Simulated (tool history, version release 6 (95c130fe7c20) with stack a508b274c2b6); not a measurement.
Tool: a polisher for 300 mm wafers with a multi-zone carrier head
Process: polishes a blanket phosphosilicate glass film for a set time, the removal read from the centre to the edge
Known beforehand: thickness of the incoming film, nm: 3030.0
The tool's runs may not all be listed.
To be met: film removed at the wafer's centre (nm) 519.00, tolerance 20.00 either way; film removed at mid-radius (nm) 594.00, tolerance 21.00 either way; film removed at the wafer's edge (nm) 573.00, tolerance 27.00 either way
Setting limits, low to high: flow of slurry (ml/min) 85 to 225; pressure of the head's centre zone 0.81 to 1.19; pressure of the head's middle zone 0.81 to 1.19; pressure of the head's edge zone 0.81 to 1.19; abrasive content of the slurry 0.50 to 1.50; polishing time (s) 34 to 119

run,day,flow of slurry (ml/min),pressure of the head's centre zone,pressure of the head's middle zone,pressure of the head's edge zone,abrasive content of the slurry,polishing time (s),film removed at the wafer's centre (nm),film removed at mid-radius (nm),film removed at the wafer's edge (nm)
1,0.000,145,1.00,1.00,1.00,1.00,76,428.06,380.73,382.69
2,0.233,145,1.00,0.95,1.00,1.00,76,428.08,359.72,378.67
3,0.462,145,1.00,0.95,0.92,1.00,76,417.20,360.42,383.17
4,0.783,145,1.00,0.88,0.92,1.00,76,431.66,338.82,368.10
5,0.946,145,0.93,0.88,0.92,1.00,76,388.25,340.80,382.10
6,1.071,145,0.93,0.88,0.92,1.00,68,360.05,303.00,335.99
# day 1.238: centre zone pressure recalibrated
7,1.238,150,0.93,0.92,0.92,1.10,71,338.94,349.76,364.34
8,1.262,185,1.03,0.93,0.89,1.35,93,546.69,498.55,514.29
9,1.638,185,1.02,0.95,0.90,1.40,93,546.62,516.35,527.71
10,1.929,185,1.01,0.97,0.91,1.40,93,551.88,539.37,523.07

Which of these 4 next moves meets every target?
A,2.221,175,0.98,1.06,0.92,1.50,106,?,?,?
B,2.221,165,0.99,0.88,0.91,1.35,113,?,?,?
C,2.221,180,1.01,0.82,0.87,1.45,93,?,?,?
D,2.221,220,0.85,0.96,0.87,1.50,100,?,?,?

move,film removed at the wafer's centre (nm),film removed at mid-radius (nm),film removed at the wafer's edge (nm)
A,621.67,655.63,598.80
B,640.13,573.04,612.02
C,558.70,461.82,510.40
D,528.20,589.71,566.05
A: the result that was furthest off in the last run now lies on the other side of its target
B: meets the target for the result that was furthest off, but another lies outside its allowed miss
C: its largest miss is bigger than the last run's
D: in spec on every target
Go with D: it meets all targets.
